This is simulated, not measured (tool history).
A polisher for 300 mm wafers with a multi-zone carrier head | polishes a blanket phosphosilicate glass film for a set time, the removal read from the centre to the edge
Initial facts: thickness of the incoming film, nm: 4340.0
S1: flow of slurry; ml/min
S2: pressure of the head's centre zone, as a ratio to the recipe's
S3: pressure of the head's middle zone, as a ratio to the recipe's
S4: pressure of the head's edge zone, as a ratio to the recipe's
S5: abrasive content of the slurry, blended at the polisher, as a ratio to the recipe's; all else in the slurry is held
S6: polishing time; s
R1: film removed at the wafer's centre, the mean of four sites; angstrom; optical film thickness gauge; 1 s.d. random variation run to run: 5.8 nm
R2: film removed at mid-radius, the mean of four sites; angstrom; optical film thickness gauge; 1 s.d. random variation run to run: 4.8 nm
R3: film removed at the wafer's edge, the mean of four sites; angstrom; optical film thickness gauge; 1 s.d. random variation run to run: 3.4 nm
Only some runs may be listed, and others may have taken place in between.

run,day,S1,S2,S3,S4,S5,S6,R1,R2,R3
1,0.000,270,1.00,1.00,1.00,1.00,48,4608.1,4365.2,4456.8
2,0.188,270,1.00,1.07,1.00,1.00,48,4496.8,4669.5,4458.8
3,0.354,270,1.01,1.03,0.97,0.85,48,4227.3,4332.2,4084.6
4,0.412,265,1.02,0.97,0.95,0.80,48,4245.0,3821.5,3891.8
5,0.679,265,1.02,0.97,0.95,0.80,37,3261.2,2887.6,3020.9
6,0.842,275,1.05,0.99,0.98,0.85,37,3327.0,3168.4,3153.1
7,1.079,275,1.07,0.98,0.98,0.90,37,3489.2,3116.1,3182.5

Predict the results of run 8:
8,1.179,280,1.08,0.98,0.99,0.95,37,?,?,?

Run 8 gave R1 3548.9 angstrom, R2 3285.7 angstrom, R3 3309.9 angstrom.
